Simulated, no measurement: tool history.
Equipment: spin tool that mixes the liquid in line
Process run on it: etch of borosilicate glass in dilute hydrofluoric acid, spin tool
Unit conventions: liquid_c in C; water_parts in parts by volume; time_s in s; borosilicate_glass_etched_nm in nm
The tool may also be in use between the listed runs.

Run 1, hour 0: liquid_c 21 C, water_parts 120 parts by volume, time_s 90 s. Result: borosilicate_glass_etched_nm 12.34 nm.
Run 2, hour 8.3: liquid_c 24 C, water_parts 120 parts by volume, time_s 90 s. Result: borosilicate_glass_etched_nm 13.897 nm.
Run 3, hour 10.5: liquid_c 22 C, water_parts 120 parts by volume, time_s 90 s. Result: borosilicate_glass_etched_nm 12.67 nm.
Run 4, hour 15.7: liquid_c 22 C, water_parts 120 parts by volume, time_s 95 s. Result: borosilicate_glass_etched_nm 13.412 nm.
Run 5, hour 19: liquid_c 21 C, water_parts 125 parts by volume, time_s 95 s. Result: borosilicate_glass_etched_nm 12.223 nm.
Run 6, hour 21.7: liquid_c 21 C, water_parts 125 parts by volume, time_s 95 s. Result: borosilicate_glass_etched_nm 12.389 nm.
Run 7, hour 30.1: liquid_c 20.5 C, water_parts 125 parts by volume, time_s 95 s. Result: borosilicate_glass_etched_nm 12.026 nm.
Run 8, hour 38.1: liquid_c 20 C, water_parts 125 parts by volume, time_s 95 s. Result: borosilicate_glass_etched_nm 11.785 nm.
Run 9, hour 46.4: liquid_c 19.5 C, water_parts 125 parts by volume, time_s 95 s. Result: borosilicate_glass_etched_nm 11.533 nm.
Run 10, hour 47: liquid_c 19 C, water_parts 125 parts by volume, time_s 95 s. Result: borosilicate_glass_etched_nm 11.384 nm.
Run 11, hour 50.7: liquid_c 18.5 C, water_parts 125 parts by volume, time_s 95 s. Result: borosilicate_glass_etched_nm 11.153 nm.
Run 12, hour 56.4: liquid_c 18 C, water_parts 125 parts by volume, time_s 95 s. Result: borosilicate_glass_etched_nm 10.878 nm.

Run 13 comes next. What will it give?
Run 13, hour 61.6: liquid_c 17.5 C, water_parts 130 parts by volume, time_s 95 s. Result: borosilicate_glass_etched_nm ?.

borosilicate_glass_etched_nm: 10.065 nm
